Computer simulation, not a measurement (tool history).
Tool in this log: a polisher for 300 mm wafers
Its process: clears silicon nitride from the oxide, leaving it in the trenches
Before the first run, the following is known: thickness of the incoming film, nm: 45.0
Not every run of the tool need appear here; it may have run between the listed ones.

run  hour  flow of slurry (ml/min)  pressure of the wafer on the pad (kPa)  speed of the pad under the wafer (cm/s)  overpolish time after the end point (s)  time until the end point was called (s)
  1     0                      150                                    13.8                                       94                                       12                                   73.475
  2   3.3                      150                                    14.5                                       94                                       12                                    71.54
  3   8.5                      150                                    15.2                                       94                                       12                                   69.133
  4  11.5                      150                                    15.9                                       94                                       12                                   66.043
  5  19.6                      150                                    15.9                                       74                                       12                                   82.389
  6  26.5                      135                                    15.9                                       74                                       12                                   84.031
  7  33.8                      135                                    16.5                                       74                                       12                                     81.5
  8  37.5                      135                                    16.5                                       74                                       12                                   80.971
  9  39.9                      135                                    17.2                                       74                                       12                                   77.658
 10  42.3                      135                                    17.2                                       74                                       12                                   75.903
 11  50.5                      135                                    17.9                                       74                                       12                                   73.917
 12  52.5                      135                                    18.6                                       74                                       12                                   70.934
 13  57.4                      135                                    19.3                                       74                                       12                                   68.325
 14  61.5                      140                                    20.7                                       78                                       12                                    62.68

Run 15, settings as shown, results not yet in. Your forecast:
 15  70.5                      140                                    21.4                                       90                                       12                                        ?

time until the end point was called (s): 52.239
